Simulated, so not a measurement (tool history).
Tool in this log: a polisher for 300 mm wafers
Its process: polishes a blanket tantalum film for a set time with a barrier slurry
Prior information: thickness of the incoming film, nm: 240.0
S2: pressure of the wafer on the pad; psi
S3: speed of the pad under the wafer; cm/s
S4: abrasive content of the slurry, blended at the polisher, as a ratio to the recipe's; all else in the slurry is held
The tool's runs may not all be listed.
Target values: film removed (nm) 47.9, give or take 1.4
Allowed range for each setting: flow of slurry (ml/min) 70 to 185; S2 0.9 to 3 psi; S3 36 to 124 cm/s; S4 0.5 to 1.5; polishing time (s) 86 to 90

run 1 hour=0 | flow_of_slurry_(ml/min)=120 S2=1.9 S3=80 S4=1 polishing_time_(s)=86 | film_removed_(nm)=102.93
run 2 hour=8.4 | flow_of_slurry_(ml/min)=115 S2=1.8 S3=78 S4=1 polishing_time_(s)=86 | film_removed_(nm)=96.185
run 3 hour=11 | flow_of_slurry_(ml/min)=115 S2=1.7 S3=76 S4=1 polishing_time_(s)=86 | film_removed_(nm)=89.631
run 4 hour=13.9 | flow_of_slurry_(ml/min)=130 S2=1.7 S3=76 S4=1 polishing_time_(s)=86 | film_removed_(nm)=91.757
run 5 hour=21.3 | flow_of_slurry_(ml/min)=125 S2=1.6 S3=74 S4=1 polishing_time_(s)=86 | film_removed_(nm)=84.247
run 6 hour=21.9 | flow_of_slurry_(ml/min)=120 S2=1.5 S3=72 S4=1 polishing_time_(s)=86 | film_removed_(nm)=77.463
run 7 hour=26.8 | flow_of_slurry_(ml/min)=115 S2=1.4 S3=70 S4=1 polishing_time_(s)=86 | film_removed_(nm)=69.384
run 8 hour=33.5 | flow_of_slurry_(ml/min)=110 S2=1.3 S3=70 S4=1 polishing_time_(s)=86 | film_removed_(nm)=64.471
run 9 hour=39.1 | flow_of_slurry_(ml/min)=105 S2=1.3 S3=70 S4=1 polishing_time_(s)=86 | film_removed_(nm)=64.037
run 10 hour=46.6 | flow_of_slurry_(ml/min)=100 S2=1.3 S3=70 S4=1 polishing_time_(s)=86 | film_removed_(nm)=62.964
run 11 hour=53.4 | flow_of_slurry_(ml/min)=95 S2=1.3 S3=70 S4=1 polishing_time_(s)=86 | film_removed_(nm)=61.056
run 12 hour=60.1 | flow_of_slurry_(ml/min)=80 S2=1.1 S3=70 S4=1 polishing_time_(s)=86 | film_removed_(nm)=50.458
run 13 hour=68.6 | flow_of_slurry_(ml/min)=75 S2=1.1 S3=70 S4=1 polishing_time_(s)=86 | film_removed_(nm)=49.54

Exactly one of the 4 candidate moves below puts every result within its allowed miss. Which one?
run A hour=77.1 | flow_of_slurry_(ml/min)=90 S2=1 S3=66 S4=1.45 polishing_time_(s)=88 | film_removed_(nm)=?
run B hour=77.1 | flow_of_slurry_(ml/min)=80 S2=1.4 S3=56 S4=1.1 polishing_time_(s)=86 | film_removed_(nm)=?
run C hour=77.1 | flow_of_slurry_(ml/min)=80 S2=1.2 S3=66 S4=0.95 polishing_time_(s)=89 | film_removed_(nm)=?
run D hour=77.1 | flow_of_slurry_(ml/min)=80 S2=1 S3=72 S4=1 polishing_time_(s)=86 | film_removed_(nm)=?

move=A film_removed_(nm)=51.207
move=B film_removed_(nm)=51.662
move=C film_removed_(nm)=52.251
move=D film_removed_(nm)=47.609
A: moves away from the targets compared with the last run
B: moves away from the targets compared with the last run
C: moves away from the targets compared with the last run
D: meets every target
The right move is D.
